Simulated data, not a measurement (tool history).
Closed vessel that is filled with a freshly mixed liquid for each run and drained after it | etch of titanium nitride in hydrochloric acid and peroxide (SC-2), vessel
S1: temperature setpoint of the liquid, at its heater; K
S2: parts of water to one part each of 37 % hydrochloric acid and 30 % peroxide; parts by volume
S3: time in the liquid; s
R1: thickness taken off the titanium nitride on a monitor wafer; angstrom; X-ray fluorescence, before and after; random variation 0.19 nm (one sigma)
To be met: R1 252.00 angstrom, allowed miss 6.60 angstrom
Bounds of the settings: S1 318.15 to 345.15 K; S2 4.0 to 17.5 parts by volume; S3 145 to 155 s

run	hour	S1	S2	S3	R1
1	0.0	334.15	9.5	145	137.72
2	2.7	334.15	9.5	145	137.95
3	9.6	336.15	9.5	145	156.49
4	14.3	336.15	8.0	145	182.12
5	16.4	336.15	8.0	145	180.19
6	17.1	337.15	8.0	145	190.02
7	25.4	338.15	8.0	145	203.59
8	31.2	338.65	8.0	145	210.73
9	39.2	339.15	8.0	145	217.13
10	45.1	339.65	8.0	145	223.44
11	46.7	339.65	8.0	145	221.96
12	49.5	340.15	8.0	145	228.21
13	51.4	340.65	8.0	145	235.65
14	58.0	341.15	8.0	145	242.67

Which of these 4 next moves meets every target?
A	64.6	340.15	7.0	145	?
B	64.6	338.15	7.5	150	?
C	64.6	340.15	8.0	145	?
D	64.6	333.65	5.0	155	?

move	R1
A	252.27
B	219.04
C	227.04
D	232.69
A: meets every target
B: further off than the last run
C: further off than the last run
D: further off than the last run
Move A is the one to make.

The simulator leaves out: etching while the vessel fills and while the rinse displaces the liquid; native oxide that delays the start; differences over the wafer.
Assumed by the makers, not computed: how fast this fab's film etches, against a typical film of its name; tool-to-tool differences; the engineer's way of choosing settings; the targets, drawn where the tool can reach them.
